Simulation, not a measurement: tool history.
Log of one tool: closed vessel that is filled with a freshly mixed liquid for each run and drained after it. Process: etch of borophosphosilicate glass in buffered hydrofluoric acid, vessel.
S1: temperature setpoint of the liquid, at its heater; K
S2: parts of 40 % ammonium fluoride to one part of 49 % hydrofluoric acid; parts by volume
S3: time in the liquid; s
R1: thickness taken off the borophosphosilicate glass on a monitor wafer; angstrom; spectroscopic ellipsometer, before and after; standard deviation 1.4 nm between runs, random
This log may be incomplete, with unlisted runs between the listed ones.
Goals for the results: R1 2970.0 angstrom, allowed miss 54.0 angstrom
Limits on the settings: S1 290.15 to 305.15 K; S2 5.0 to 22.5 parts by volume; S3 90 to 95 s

run	hour	S1	S2	S3	R1
1	0.0	297.15	13.5	90	2088.5
2	7.1	298.65	13.5	90	2268.7
3	9.8	298.65	16.5	90	1850.5
4	16.5	300.15	16.0	90	2066.1
5	25.6	300.15	16.0	90	2066.7
6	29.4	300.15	18.5	90	1802.1
7	36.9	301.65	17.5	90	2041.0
8	39.4	302.65	16.5	90	2298.7
9	47.2	303.15	16.0	90	2416.5
10	54.6	303.65	15.5	90	2568.0
11	62.8	304.15	15.0	90	2715.7

Which one of the following 5 next-run settings gets every result inside its allowed miss? There is exactly one.
A	71.0	304.15	15.0	95	?
B	71.0	305.15	17.0	90	?
C	71.0	303.65	13.5	95	?
D	71.0	303.15	13.0	90	?
E	71.0	303.65	15.5	95	?

move	R1
A	2851.6
B	2515.4
C	3081.7
D	2952.0
E	2690.3
A: gains on the last run, yet a result remains outside its allowed miss
B: misses by more than the last run did
C: takes the result that was furthest off past its target
D: hits every target within its allowed miss
E: misses by more than the last run did
The right move is D.
